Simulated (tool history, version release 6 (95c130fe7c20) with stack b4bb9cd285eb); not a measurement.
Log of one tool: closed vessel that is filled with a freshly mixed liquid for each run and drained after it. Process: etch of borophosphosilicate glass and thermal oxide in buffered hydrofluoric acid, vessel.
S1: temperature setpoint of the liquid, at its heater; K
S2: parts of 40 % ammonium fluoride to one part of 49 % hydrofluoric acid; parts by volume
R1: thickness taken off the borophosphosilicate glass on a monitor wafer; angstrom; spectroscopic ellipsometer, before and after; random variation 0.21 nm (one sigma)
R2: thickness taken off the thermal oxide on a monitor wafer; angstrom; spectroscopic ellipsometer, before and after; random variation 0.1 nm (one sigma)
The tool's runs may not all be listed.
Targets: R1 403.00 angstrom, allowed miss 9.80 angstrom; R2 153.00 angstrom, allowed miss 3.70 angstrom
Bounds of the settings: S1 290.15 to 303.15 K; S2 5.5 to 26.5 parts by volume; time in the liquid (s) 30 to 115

run 1 day=0.000 | S1=295.15 S2=16.0 time_in_the_liquid_(s)=60 | R1=1076.90 R2=408.73
run 2 day=0.196 | S1=295.15 S2=19.0 time_in_the_liquid_(s)=60 | R1=906.04 R2=350.92
run 3 day=0.408 | S1=295.15 S2=19.0 time_in_the_liquid_(s)=40 | R1=604.30 R2=231.39
run 4 day=0.667 | S1=295.15 S2=19.0 time_in_the_liquid_(s)=60 | R1=905.56 R2=344.05
run 5 day=0.808 | S1=295.15 S2=17.0 time_in_the_liquid_(s)=60 | R1=1011.80 R2=384.73
run 6 day=0.867 | S1=292.15 S2=17.0 time_in_the_liquid_(s)=60 | R1=860.24 R2=325.38
run 7 day=1.121 | S1=291.65 S2=20.0 time_in_the_liquid_(s)=60 | R1=708.70 R2=269.88
run 8 day=1.483 | S1=290.15 S2=25.0 time_in_the_liquid_(s)=50 | R1=469.85 R2=177.32
run 9 day=1.562 | S1=290.15 S2=25.5 time_in_the_liquid_(s)=50 | R1=462.31 R2=174.01
run 10 day=1.708 | S1=290.15 S2=25.5 time_in_the_liquid_(s)=50 | R1=456.80 R2=172.96
run 11 day=2.017 | S1=290.15 S2=26.0 time_in_the_liquid_(s)=50 | R1=449.55 R2=171.63

Which of these 4 next moves meets every target?
run A day=2.325 | S1=290.15 S2=26.5 time_in_the_liquid_(s)=45 | R1=? R2=?
run B day=2.325 | S1=291.65 S2=26.5 time_in_the_liquid_(s)=45 | R1=? R2=?
run C day=2.325 | S1=294.15 S2=26.5 time_in_the_liquid_(s)=45 | R1=? R2=?
run D day=2.325 | S1=291.15 S2=26.5 time_in_the_liquid_(s)=40 | R1=? R2=?

move=A R1=399.32 R2=151.79
move=B R1=434.60 R2=165.36
move=C R1=499.65 R2=190.40
move=D R1=375.59 R2=142.86
A: meets every target
B: nearer than the last run, and not there yet
C: further off than the last run
D: takes the result that was furthest off past its target
Move A is the one to make.
